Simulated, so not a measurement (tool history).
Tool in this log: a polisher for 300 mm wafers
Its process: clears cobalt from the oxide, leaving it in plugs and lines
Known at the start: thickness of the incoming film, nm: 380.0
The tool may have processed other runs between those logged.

run,hour,flow of slurry (ml/min),pressure of the wafer on the pad (psi),speed of the pad under the wafer (m/s),overpolish time after the end point (s),time until the end point was called (s),dishing of a wide line in a test structure (nm)
1,0,290,2.1,0.84,12,88.571,24.407
2,3.4,290,2.3,0.84,12,83.455,24.794
3,12.3,290,1.8,0.84,12,97.271,23.413
4,19.8,280,1.6,0.78,9,116.45,18.448
5,21.7,280,1.6,0.78,11,116.66,20.932
6,23.1,280,1.6,0.86,11,109.86,22.322
7,25.9,335,1.7,0.7,9,122.27,17.838
8,33.8,370,1.9,0.6,7,128.13,14.577

Expected results for the next run?
9,35.7,395,2.1,0.52,6,?,?

Run 9 gave time until the end point was called (s) 137.46, dishing of a wide line in a test structure (nm) 12.717.
